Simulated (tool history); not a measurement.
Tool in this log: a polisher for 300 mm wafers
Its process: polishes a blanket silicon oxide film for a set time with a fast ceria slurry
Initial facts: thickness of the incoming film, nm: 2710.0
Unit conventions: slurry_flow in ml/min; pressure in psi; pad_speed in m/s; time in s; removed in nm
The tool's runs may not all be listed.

run 1 hour=0.0 | slurry_flow=210 pressure=2.1 pad_speed=1.10 time=41 | removed=538.83
run 2 hour=0.7 | slurry_flow=210 pressure=2.1 pad_speed=0.98 time=41 | removed=477.44
run 3 hour=9.6 | slurry_flow=210 pressure=2.1 pad_speed=1.14 time=41 | removed=545.76
run 4 hour=17.2 | slurry_flow=210 pressure=2.4 pad_speed=1.14 time=41 | removed=610.12
run 5 hour=19.9 | slurry_flow=210 pressure=2.1 pad_speed=1.14 time=41 | removed=550.18
run 6 hour=21.3 | slurry_flow=210 pressure=2.3 pad_speed=1.14 time=41 | removed=593.53
run 7 hour=24.0 | slurry_flow=210 pressure=2.5 pad_speed=1.16 time=41 | removed=656.36
run 8 hour=28.7 | slurry_flow=215 pressure=3.1 pad_speed=1.20 time=41 | removed=837.74
run 9 hour=35.3 | slurry_flow=215 pressure=3.1 pad_speed=1.22 time=41 | removed=852.54

What does the tool deliver on the next run?
run 10 hour=41.7 | slurry_flow=215 pressure=3.1 pad_speed=1.22 time=41 | removed=?

removed: 855.47 nm
